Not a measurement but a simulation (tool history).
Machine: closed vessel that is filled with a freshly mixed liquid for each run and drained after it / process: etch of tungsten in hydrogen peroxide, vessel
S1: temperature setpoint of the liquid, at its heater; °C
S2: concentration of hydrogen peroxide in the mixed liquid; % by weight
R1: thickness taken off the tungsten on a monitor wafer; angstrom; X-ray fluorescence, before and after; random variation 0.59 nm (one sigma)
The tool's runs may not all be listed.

run 1 day=0.000 | S1=47.0 S2=19 time_in_the_liquid_(s)=95 | R1=971.57
run 2 day=0.225 | S1=48.0 S2=19 time_in_the_liquid_(s)=95 | R1=1029.90
run 3 day=0.458 | S1=48.0 S2=19 time_in_the_liquid_(s)=95 | R1=1033.50
run 4 day=0.704 | S1=48.0 S2=19 time_in_the_liquid_(s)=95 | R1=1023.30
run 5 day=1.042 | S1=49.0 S2=19 time_in_the_liquid_(s)=95 | R1=1092.80
run 6 day=1.254 | S1=49.5 S2=19 time_in_the_liquid_(s)=95 | R1=1121.70

Predict the results of run 7:
run 7 day=1.525 | S1=50.0 S2=19 time_in_the_liquid_(s)=95 | R1=?

R1: 1157.60 angstrom

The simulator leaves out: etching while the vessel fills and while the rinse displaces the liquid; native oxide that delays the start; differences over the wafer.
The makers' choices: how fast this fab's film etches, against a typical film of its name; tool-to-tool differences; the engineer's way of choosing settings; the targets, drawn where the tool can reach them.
